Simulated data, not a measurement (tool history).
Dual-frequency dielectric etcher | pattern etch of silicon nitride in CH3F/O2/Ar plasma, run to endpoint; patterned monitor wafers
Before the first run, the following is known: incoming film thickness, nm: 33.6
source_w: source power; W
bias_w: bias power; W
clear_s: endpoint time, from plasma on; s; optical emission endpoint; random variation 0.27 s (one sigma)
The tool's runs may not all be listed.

run 1 day=0.000 | source_w=350 bias_w=101 | clear_s=46.816
run 2 day=0.262 | source_w=350 bias_w=94 | clear_s=48.474
run 3 day=0.404 | source_w=350 bias_w=102 | clear_s=47.356
run 4 day=0.508 | source_w=370 bias_w=102 | clear_s=46.090
run 5 day=0.842 | source_w=340 bias_w=102 | clear_s=47.758
run 6 day=1.188 | source_w=320 bias_w=101 | clear_s=48.785
run 7 day=1.504 | source_w=300 bias_w=100 | clear_s=50.594
run 8 day=1.871 | source_w=290 bias_w=100 | clear_s=51.383

Run 9 comes next. What will it give?
run 9 day=2.167 | source_w=230 bias_w=98 | clear_s=?

{"run 9": {"clear_s": 56.681}}
